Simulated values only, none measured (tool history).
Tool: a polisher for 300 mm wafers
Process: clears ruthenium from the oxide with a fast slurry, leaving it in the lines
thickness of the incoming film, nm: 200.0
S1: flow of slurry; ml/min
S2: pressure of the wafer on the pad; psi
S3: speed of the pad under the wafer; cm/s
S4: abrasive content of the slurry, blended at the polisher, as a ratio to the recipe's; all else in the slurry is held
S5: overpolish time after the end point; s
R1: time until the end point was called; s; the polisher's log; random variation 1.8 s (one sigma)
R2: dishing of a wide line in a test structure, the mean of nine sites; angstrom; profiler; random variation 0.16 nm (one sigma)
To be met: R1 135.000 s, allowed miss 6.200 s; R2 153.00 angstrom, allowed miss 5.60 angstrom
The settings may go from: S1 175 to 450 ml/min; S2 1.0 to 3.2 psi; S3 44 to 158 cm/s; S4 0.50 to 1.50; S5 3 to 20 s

{"run": 1, "hour": 0.0, "S1": 290, "S2": 2.1, "S3": 100, "S4": 1.0, "S5": 10, "R1": 74.306, "R2": 207.73}
{"run": 2, "hour": 6.2, "S1": 290, "S2": 2.1, "S3": 100, "S4": 1.0, "S5": 6, "R1": 73.908, "R2": 127.8}
{"run": 3, "hour": 9.3, "S1": 290, "S2": 2.1, "S3": 100, "S4": 1.15, "S5": 6, "R1": 68.997, "R2": 137.91}
{"run": 4, "hour": 11.8, "S1": 290, "S2": 2.1, "S3": 88, "S4": 1.15, "S5": 6, "R1": 77.489, "R2": 119.06}
{"run": 5, "hour": 17.4, "S1": 290, "S2": 2.1, "S3": 88, "S4": 1.35, "S5": 6, "R1": 74.506, "R2": 128.4}
{"run": 6, "hour": 26.1, "S1": 290, "S2": 2.5, "S3": 88, "S4": 1.35, "S5": 6, "R1": 62.328, "R2": 153.75}
{"run": 7, "hour": 34.4, "S1": 280, "S2": 1.9, "S3": 76, "S4": 1.35, "S5": 11, "R1": 95.324, "R2": 182.64}
{"run": 8, "hour": 41.0, "S1": 280, "S2": 1.7, "S3": 76, "S4": 1.35, "S5": 11, "R1": 107.75, "R2": 165.5}
{"run": 9, "hour": 49.2, "S1": 280, "S2": 1.6, "S3": 76, "S4": 1.35, "S5": 11, "R1": 113.25, "R2": 156.8}
{"run": 10, "hour": 49.8, "S1": 280, "S2": 1.5, "S3": 76, "S4": 1.35, "S5": 11, "R1": 118.79, "R2": 147.34}
{"run": 11, "hour": 52.4, "S1": 280, "S2": 1.4, "S3": 76, "S4": 1.35, "S5": 12, "R1": 128.28, "R2": 151.68}

5 next moves are on the table. One of them brings every result within its allowed miss. Which?
{"run": "A", "hour": 55.0, "S1": 325, "S2": 1.7, "S3": 68, "S4": 1.4, "S5": 11, "R1": "?", "R2": "?"}
{"run": "B", "hour": 55.0, "S1": 285, "S2": 1.3, "S3": 76, "S4": 1.4, "S5": 13, "R1": "?", "R2": "?"}
{"run": "C", "hour": 55.0, "S1": 330, "S2": 1.5, "S3": 60, "S4": 1.4, "S5": 14, "R1": "?", "R2": "?"}
{"run": "D", "hour": 55.0, "S1": 255, "S2": 1.2, "S3": 72, "S4": 1.4, "S5": 14, "R1": "?", "R2": "?"}
{"run": "E", "hour": 55.0, "S1": 265, "S2": 1.2, "S3": 78, "S4": 1.3, "S5": 13, "R1": "?", "R2": "?"}

move=A R1=114.600 R2=152.91
move=B R1=134.910 R2=153.48
move=C R1=145.430 R2=153.33
move=D R1=155.250 R2=144.11
move=E R1=147.180 R2=141.29
A: further off than the last run
B: meets every target
C: takes the result that was furthest off past its target
D: takes the result that was furthest off past its target
E: takes the result that was furthest off past its target
The right move is B.
